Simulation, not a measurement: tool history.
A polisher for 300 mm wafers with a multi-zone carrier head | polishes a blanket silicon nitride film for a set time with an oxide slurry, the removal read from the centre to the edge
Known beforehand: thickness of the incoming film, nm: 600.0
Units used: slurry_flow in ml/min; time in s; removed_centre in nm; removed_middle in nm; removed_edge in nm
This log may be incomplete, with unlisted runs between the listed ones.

run  hour  slurry_flow  centre_zone  middle_zone  edge_zone  slurry_solids  time  removed_centre  removed_middle  removed_edge
  1     0          275            1            1          1              1    86          59.069          57.562        57.048
  2   3.6          275            1            1       1.03              1    86          58.377          57.139        58.825
  3   9.3          275            1            1       1.08              1    86          58.887          57.577         58.79
  4  10.1          275            1            1       1.08              1    72          49.781          47.722        50.589
  5  16.2          275            1         0.93       1.08              1    72          49.375          45.233        50.372
  6  20.4          285         1.03         0.99       1.09           1.15    73          54.297          52.449         55.07
  7  23.9          295         1.07         1.01       1.09           1.25    75          62.285          57.154        60.528
  8  30.5          350         1.13         1.11       1.09           1.45    76          73.074          68.893        65.141
  9  35.1          350         1.13         1.12       1.11           1.45    76          74.044          68.675        65.457

Expected results for the next run?
 10  39.7          350         1.12         1.13       1.12           1.45    77               ?               ?             ?

removed_centre: 73.497 nm
removed_middle: 70.604 nm
removed_edge: 67.036 nm

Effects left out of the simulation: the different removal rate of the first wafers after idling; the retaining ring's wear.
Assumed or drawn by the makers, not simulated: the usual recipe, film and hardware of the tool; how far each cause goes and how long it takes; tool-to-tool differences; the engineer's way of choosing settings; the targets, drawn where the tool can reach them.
